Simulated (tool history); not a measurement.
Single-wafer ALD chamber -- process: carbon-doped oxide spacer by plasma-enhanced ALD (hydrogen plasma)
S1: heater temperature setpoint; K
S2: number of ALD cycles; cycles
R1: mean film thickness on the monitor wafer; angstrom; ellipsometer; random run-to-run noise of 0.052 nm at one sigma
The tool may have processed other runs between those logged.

| run | hour | S1 | S2 | R1 |
|---|---|---|---|---|
| 1 | 0 | 678.15 | 599 | 275.42 |
| 2 | 7.5 | 681.15 | 592 | 269.89 |
| 3 | 14.9 | 687.15 | 592 | 264.39 |
| 4 | 22.4 | 681.15 | 592 | 270.06 |
| 5 | 26.2 | 681.15 | 652 | 296.88 |
| 6 | 28.7 | 681.15 | 607 | 276.17 |

Run 7 has not been measured yet. What should we expect?
| 7 | 37.7 | 684.15 | 600 | ? |

R1: 270.74 angstrom
